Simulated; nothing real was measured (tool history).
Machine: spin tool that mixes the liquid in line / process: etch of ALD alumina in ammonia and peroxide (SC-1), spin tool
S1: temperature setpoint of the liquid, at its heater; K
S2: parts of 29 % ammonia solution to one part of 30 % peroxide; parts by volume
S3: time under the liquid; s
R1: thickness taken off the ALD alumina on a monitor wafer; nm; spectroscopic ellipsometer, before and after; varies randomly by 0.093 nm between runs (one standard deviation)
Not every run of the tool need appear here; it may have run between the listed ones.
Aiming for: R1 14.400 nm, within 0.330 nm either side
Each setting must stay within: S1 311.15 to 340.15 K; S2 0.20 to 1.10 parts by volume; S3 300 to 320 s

run,day,S1,S2,S3,R1
1,0.000,324.15,0.60,300,20.131
2,0.092,322.65,0.60,300,18.450
3,0.429,328.65,0.60,300,25.371
4,0.596,325.65,0.60,300,21.784
5,0.825,325.65,0.60,320,22.897
6,1.138,323.15,0.60,320,20.502
7,1.412,321.15,0.60,320,18.094
8,1.600,320.15,0.60,320,17.299
9,1.700,319.15,0.60,320,16.148
10,2.058,318.65,0.60,320,15.825
11,2.225,318.15,0.60,320,15.495
12,2.583,317.65,0.60,320,14.957

5 candidate next runs follow, results not yet known. Just one meets every target within its allowed miss. Identify it.
A,2.942,317.65,0.45,300,?
B,2.942,315.65,0.70,320,?
C,2.942,317.15,1.10,300,?
D,2.942,318.15,0.40,300,?
E,2.942,319.15,0.55,300,?

move,R1
A,13.743
B,13.627
C,14.542
D,13.983
E,15.255
A: takes the biggest miss from the last run beyond its target
B: takes the biggest miss from the last run beyond its target
C: in spec on every target
D: takes the biggest miss from the last run beyond its target
E: further off than the last run
The right move is C.
